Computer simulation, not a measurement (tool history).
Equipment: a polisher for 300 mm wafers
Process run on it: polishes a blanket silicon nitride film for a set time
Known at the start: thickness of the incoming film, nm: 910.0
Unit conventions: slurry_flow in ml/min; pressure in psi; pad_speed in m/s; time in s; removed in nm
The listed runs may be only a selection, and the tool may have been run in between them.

run,hour,slurry_flow,pressure,pad_speed,time,removed
1,0.0,185,2.8,1.30,40,71.622
2,8.9,185,2.8,1.30,40,71.618
3,10.9,160,2.8,1.30,40,71.720
4,13.3,140,2.8,1.30,40,69.186
5,15.6,140,2.8,1.30,35,59.652
6,19.3,135,2.6,1.30,35,56.382
7,27.3,135,2.4,1.30,35,51.903
8,32.2,135,2.2,1.30,35,48.529
9,38.5,135,2.1,1.30,35,45.601
10,43.2,130,1.4,1.28,35,30.121
11,51.1,135,1.4,1.28,35,30.796
12,59.9,140,1.4,1.28,35,30.950

Predict the results of run 13:
13,64.0,145,1.4,1.28,35,?

Run 13 came out at removed 31.086 nm.

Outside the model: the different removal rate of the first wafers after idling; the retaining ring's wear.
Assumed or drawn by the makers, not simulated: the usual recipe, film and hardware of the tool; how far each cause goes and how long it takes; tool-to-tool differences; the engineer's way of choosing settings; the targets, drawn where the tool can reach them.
